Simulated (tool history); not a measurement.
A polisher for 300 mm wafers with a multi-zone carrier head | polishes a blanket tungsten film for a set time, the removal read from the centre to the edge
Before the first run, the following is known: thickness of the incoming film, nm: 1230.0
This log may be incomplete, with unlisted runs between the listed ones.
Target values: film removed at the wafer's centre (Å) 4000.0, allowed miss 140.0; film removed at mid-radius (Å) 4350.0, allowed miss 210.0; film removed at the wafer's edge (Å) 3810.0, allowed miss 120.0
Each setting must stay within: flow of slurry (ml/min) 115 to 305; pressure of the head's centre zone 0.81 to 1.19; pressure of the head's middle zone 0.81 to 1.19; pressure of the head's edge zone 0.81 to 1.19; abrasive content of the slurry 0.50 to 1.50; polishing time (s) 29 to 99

| run | day | flow of slurry (ml/min) | pressure of the head's centre zone | pressure of the head's middle zone | pressure of the head's edge zone | abrasive content of the slurry | polishing time (s) | film removed at the wafer's centre (Å) | film removed at mid-radius (Å) | film removed at the wafer's edge (Å) |
|---|---|---|---|---|---|---|---|---|---|---|
| 1 | 0.000 | 195 | 1.00 | 1.00 | 1.00 | 1.00 | 64 | 2653.1 | 2722.2 | 2683.1 |
| 2 | 0.117 | 200 | 1.01 | 1.02 | 1.01 | 1.05 | 66 | 2815.5 | 2966.0 | 2788.8 |
| 3 | 0.167 | 200 | 1.02 | 1.02 | 1.03 | 1.10 | 68 | 2979.5 | 3072.6 | 2921.7 |
| 4 | 0.500 | 200 | 1.02 | 0.99 | 1.03 | 1.10 | 68 | 2915.9 | 2936.8 | 2941.8 |
| 5 | 0.788 | 200 | 1.02 | 1.08 | 1.03 | 1.10 | 68 | 2950.7 | 3272.5 | 2978.6 |
| 6 | 0.858 | 230 | 1.02 | 1.08 | 1.03 | 1.10 | 68 | 3054.4 | 3184.8 | 2964.1 |
| 7 | 0.892 | 225 | 1.03 | 1.09 | 1.04 | 1.15 | 69 | 3097.8 | 3299.9 | 3053.6 |
| 8 | 0.925 | 220 | 1.04 | 1.10 | 1.04 | 1.20 | 70 | 3267.5 | 3478.1 | 3210.7 |
| 9 | 1.288 | 215 | 1.05 | 1.11 | 1.04 | 1.25 | 70 | 3203.0 | 3529.8 | 3199.8 |
| 10 | 1.371 | 215 | 1.06 | 1.12 | 1.04 | 1.30 | 71 | 3435.6 | 3605.1 | 3268.3 |
| 11 | 1.742 | 265 | 1.02 | 1.19 | 1.10 | 1.50 | 76 | 3682.6 | 4265.3 | 3748.7 |
| 12 | 1.996 | 265 | 1.03 | 1.19 | 1.10 | 1.50 | 76 | 3773.2 | 4347.0 | 3714.4 |

Exactly one of the 5 candidate moves below puts every result within its allowed miss. Which one?
| A | 2.250 | 270 | 1.05 | 1.13 | 1.02 | 1.50 | 79 | ? | ? | ? |
| B | 2.250 | 290 | 0.94 | 1.19 | 1.13 | 1.50 | 77 | ? | ? | ? |
| C | 2.250 | 250 | 0.97 | 1.17 | 1.04 | 1.30 | 79 | ? | ? | ? |
| D | 2.250 | 210 | 1.04 | 1.19 | 1.01 | 1.50 | 77 | ? | ? | ? |
| E | 2.250 | 255 | 0.98 | 1.19 | 1.11 | 1.50 | 77 | ? | ? | ? |

| move | film removed at the wafer's centre (Å) | film removed at mid-radius (Å) | film removed at the wafer's edge (Å) |
|---|---|---|---|
| A | 4001.7 | 4393.0 | 3819.5 |
| B | 3533.3 | 4511.9 | 3910.8 |
| C | 3538.8 | 4327.6 | 3685.8 |
| D | 3740.3 | 4346.9 | 3622.6 |
| E | 3624.3 | 4450.8 | 3840.3 |
A: all results land within tolerance of their targets
B: misses by more than the last run did
C: misses by more than the last run did
D: misses by more than the last run did
E: misses by more than the last run did
Move A is the one to make.

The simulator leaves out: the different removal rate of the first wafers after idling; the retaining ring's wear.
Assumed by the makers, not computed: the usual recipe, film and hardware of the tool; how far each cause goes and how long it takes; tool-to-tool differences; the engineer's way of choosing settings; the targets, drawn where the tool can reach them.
